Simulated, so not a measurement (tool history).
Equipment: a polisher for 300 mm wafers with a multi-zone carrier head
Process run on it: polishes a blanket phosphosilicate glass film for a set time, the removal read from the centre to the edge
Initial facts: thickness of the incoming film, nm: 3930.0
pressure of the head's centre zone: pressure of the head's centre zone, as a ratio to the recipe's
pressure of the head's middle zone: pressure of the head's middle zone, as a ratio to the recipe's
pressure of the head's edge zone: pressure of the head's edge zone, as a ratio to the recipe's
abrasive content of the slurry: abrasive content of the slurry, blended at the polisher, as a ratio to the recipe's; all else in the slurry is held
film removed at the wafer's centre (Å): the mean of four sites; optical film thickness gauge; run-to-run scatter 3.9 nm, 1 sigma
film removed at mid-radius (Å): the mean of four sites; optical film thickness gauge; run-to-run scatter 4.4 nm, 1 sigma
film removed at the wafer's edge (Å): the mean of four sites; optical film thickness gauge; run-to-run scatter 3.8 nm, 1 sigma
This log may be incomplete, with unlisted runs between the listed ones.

run	hour	flow of slurry (ml/min)	pressure of the head's centre zone	pressure of the head's middle zone	pressure of the head's edge zone	abrasive content of the slurry	polishing time (s)	film removed at the wafer's centre (Å)	film removed at mid-radius (Å)	film removed at the wafer's edge (Å)
1	0.0	280	1.00	1.00	1.00	1.00	35	2079.3	2014.6	1981.0
2	2.0	280	0.99	1.02	1.03	1.15	37	2320.7	2361.2	2314.1
3	6.2	280	1.00	1.03	1.06	1.25	37	2371.2	2458.9	2431.1
4	14.6	280	1.01	1.04	1.07	1.35	38	2585.0	2634.7	2635.5
5	22.4	280	1.04	1.04	1.07	1.35	38	2738.9	2666.7	2659.1
6	26.3	280	1.04	0.99	1.07	1.35	38	2667.7	2534.5	2658.5
7	32.7	285	0.99	1.09	1.15	1.50	39	2745.3	2932.2	2910.4

Run 8 is up next; what results do you expect?
8	34.2	285	1.00	1.09	1.15	1.50	39	?	?	?

film removed at the wafer's centre (Å): 2678.6
film removed at mid-radius (Å): 2901.2
film removed at the wafer's edge (Å): 2911.3
